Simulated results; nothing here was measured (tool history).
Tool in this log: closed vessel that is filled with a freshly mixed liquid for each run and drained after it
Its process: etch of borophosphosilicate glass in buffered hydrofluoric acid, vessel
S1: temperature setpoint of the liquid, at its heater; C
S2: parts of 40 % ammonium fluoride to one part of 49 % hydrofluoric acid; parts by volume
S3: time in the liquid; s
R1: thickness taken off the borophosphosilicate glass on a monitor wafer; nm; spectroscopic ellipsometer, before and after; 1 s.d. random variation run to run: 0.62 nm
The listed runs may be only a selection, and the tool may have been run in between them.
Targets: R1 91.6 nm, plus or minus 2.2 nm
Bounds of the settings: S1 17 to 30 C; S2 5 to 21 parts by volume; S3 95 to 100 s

run 1 hour=0 | S1=22 S2=13 S3=95 | R1=124.48
run 2 hour=9 | S1=20.5 S2=13 S3=95 | R1=115.64
run 3 hour=11.3 | S1=20.5 S2=13 S3=100 | R1=121.25
run 4 hour=16.8 | S1=20.5 S2=10.5 S3=100 | R1=151.91
run 5 hour=24.4 | S1=19.5 S2=12 S3=100 | R1=123.13
run 6 hour=31.8 | S1=18.5 S2=12.5 S3=100 | R1=112.9
run 7 hour=40 | S1=18 S2=13 S3=100 | R1=106.86
run 8 hour=48.8 | S1=17.5 S2=13.5 S3=100 | R1=99.39

4 next moves are on the table. One of them brings every result within its allowed miss. Which?
run A hour=57.6 | S1=17.5 S2=14.5 S3=95 | R1=?
run B hour=57.6 | S1=17 S2=13.5 S3=95 | R1=?
run C hour=57.6 | S1=17.5 S2=13 S3=95 | R1=?
run D hour=57.6 | S1=17 S2=13.5 S3=100 | R1=?

move=A R1=87.931
move=B R1=91.745
move=C R1=97.949
move=D R1=96.574
A: moves the result that the last run missed by most past its target, out the other side
B: in spec on every target
C: gains on the last run, yet a result remains outside its allowed miss
D: gains on the last run, yet a result remains outside its allowed miss
B meets every target.

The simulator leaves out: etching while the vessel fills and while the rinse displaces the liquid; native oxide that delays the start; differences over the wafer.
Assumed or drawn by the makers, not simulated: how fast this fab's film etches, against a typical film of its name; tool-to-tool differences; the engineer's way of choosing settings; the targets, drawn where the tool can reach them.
